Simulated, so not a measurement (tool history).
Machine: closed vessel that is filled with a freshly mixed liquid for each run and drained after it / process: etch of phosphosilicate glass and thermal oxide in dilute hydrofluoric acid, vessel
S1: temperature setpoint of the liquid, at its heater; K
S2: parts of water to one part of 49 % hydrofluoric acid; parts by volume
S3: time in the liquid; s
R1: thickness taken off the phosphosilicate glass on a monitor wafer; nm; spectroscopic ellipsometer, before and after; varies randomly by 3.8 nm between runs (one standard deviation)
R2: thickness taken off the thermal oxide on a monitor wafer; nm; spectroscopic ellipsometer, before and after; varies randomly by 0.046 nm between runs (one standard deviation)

run	hour	S1	S2	S3	R1	R2
1	0.0	295.15	60	60	190.05	4.6616
2	4.7	296.65	55	60	223.00	5.4598
3	6.3	297.65	50	60	260.70	6.2723
4	7.5	298.65	45	60	300.61	7.2909
5	16.6	299.65	45	60	314.09	7.6790
6	21.6	298.65	45	60	296.70	7.3110

The next listed run, before its measurement:
7	29.0	299.65	45	60	?	?

R1: 311.05 nm
R2: 7.6637 nm
